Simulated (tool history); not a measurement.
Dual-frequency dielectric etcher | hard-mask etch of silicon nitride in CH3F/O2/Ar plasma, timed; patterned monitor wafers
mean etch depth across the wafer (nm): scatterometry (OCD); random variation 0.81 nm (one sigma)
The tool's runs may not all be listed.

run,hour,source power (W),bias power (W),etch time (s),mean etch depth across the wafer (nm)
1,0,340,70,282.5,179.61
2,3.7,340,78,282.5,186.01
3,7.8,340,78,295.5,195.32
4,12.9,290,78,295.5,184.61
5,18.5,330,78,295.5,193.67
6,22.8,320,77,295.5,189.79
7,31.6,310,76,295.5,187.76
8,39.8,300,75,295.5,182.19

Forecast run 9:
9,43.9,290,75,295.5,?

Run 9 gave mean etch depth across the wafer (nm) 182.79.

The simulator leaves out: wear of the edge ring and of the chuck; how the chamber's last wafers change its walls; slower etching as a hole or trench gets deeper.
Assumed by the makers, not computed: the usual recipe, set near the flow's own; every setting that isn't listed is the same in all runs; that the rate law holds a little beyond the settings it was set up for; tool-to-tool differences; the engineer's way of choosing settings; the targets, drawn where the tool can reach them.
